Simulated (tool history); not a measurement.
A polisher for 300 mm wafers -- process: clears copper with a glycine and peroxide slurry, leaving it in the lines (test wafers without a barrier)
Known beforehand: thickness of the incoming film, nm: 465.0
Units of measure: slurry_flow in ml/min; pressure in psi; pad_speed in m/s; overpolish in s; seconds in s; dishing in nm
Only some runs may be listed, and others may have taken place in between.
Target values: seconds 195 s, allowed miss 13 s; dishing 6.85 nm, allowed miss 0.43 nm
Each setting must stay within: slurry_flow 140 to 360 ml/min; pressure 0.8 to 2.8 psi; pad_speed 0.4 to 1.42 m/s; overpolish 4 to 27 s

run,hour,slurry_flow,pressure,pad_speed,overpolish,seconds,dishing
1,0,230,1.8,0.9,14,146.13,30.047
2,5.4,210,1.5,0.86,11,171.54,21.314
3,8.2,160,1.5,0.86,11,179.44,19.285
4,15.3,160,1.5,0.86,8,177.25,14.517
5,17.8,160,1.7,0.86,8,165.18,15.559
6,22.7,155,1.8,0.74,7,184.15,12.961
7,28.6,150,1.9,0.66,6,197.92,10.511
8,35.1,150,1.9,0.66,6,193.87,9.8491
9,38.9,150,2,0.62,5,192.13,8.4834
10,41.4,150,2.1,0.6,5,197.07,8.4855
11,50.3,150,2.2,0.58,5,191,8.7435
12,54.3,150,2.3,0.54,5,204.87,8.3723
13,56.2,145,2.4,0.52,5,197.24,8.1879
14,57.7,145,2.5,0.5,5,206.07,8.4557
15,64.1,145,2,0.7,4,180.3,7.5925
16,72.3,145,2.2,0.64,4,178.03,7.3742

Which of these 4 next moves meets every target?
A,80.5,200,2.4,0.5,4,?,?
B,80.5,145,2.1,0.82,4,?,?
C,80.5,145,1.9,0.76,4,?,?
D,80.5,145,2.2,0.56,5,?,?

move,seconds,dishing
A,200.71,6.8065
B,162,8.3614
C,180.71,7.518
D,206.44,8.2288
A: all results in spec
B: the biggest miss grows against the last run
C: the biggest miss grows against the last run
D: meets the target for the result that was furthest off, but another lies outside its allowed miss
Answer: A
